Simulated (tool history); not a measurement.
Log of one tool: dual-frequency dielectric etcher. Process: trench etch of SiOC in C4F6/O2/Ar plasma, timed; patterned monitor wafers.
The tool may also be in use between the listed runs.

run,hour,source power (kW),bias power (kW),etch time (s),mean etch depth across the wafer (Å)
1,0.0,0.360,0.131,24,407.54
2,4.0,0.360,0.131,25,423.22
3,8.5,0.320,0.119,25,390.37
4,16.1,0.320,0.109,25,383.67
5,22.0,0.320,0.091,25,365.29
6,27.0,0.300,0.090,25,352.82
7,34.5,0.290,0.090,25,347.39

Run 8 comes next. What will it give?
8,42.4,0.250,0.088,25,?

mean etch depth across the wafer (Å): 319.80
